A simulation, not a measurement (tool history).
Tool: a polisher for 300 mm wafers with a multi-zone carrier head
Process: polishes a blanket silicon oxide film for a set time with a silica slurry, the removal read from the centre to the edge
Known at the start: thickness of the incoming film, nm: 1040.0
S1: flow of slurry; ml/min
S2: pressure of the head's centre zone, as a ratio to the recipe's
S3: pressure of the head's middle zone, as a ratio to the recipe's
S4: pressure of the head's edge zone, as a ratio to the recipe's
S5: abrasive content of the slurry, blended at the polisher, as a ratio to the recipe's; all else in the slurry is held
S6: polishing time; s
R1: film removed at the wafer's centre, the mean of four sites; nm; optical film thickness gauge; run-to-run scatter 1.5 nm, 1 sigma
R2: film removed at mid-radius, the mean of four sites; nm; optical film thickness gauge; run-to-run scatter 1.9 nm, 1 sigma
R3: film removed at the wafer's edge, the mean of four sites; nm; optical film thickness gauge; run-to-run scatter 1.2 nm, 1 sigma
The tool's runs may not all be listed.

run  hour   S1    S2    S3    S4    S5  S6       R1       R2       R3
  1   0.0  260  1.00  1.00  1.00  1.00  36   92.320   93.927   93.352
  2   5.8  260  1.00  1.00  1.00  0.90  36   87.325   89.642   87.388
  3   7.9  280  1.05  1.06  0.99  1.10  38  104.940  108.190  102.220
  4   8.7  280  1.05  1.06  0.92  1.10  38  105.930  107.390   99.612
  5  10.5  290  1.09  1.10  0.91  1.25  40  122.280  124.700  109.010
  6  11.1  290  1.09  1.10  0.84  1.25  40  123.940  127.170  104.630
  7  15.3  300  1.11  1.12  0.88  1.35  42  135.860  138.370  115.850

Estimate the outcome of run 8 from the log above:
  8  22.2  300  1.13  1.13  0.90  1.40  44   ?   ?   ?

{"run 8": {"R1": 144.79, "R2": 146.99, "R3": 124.6}}
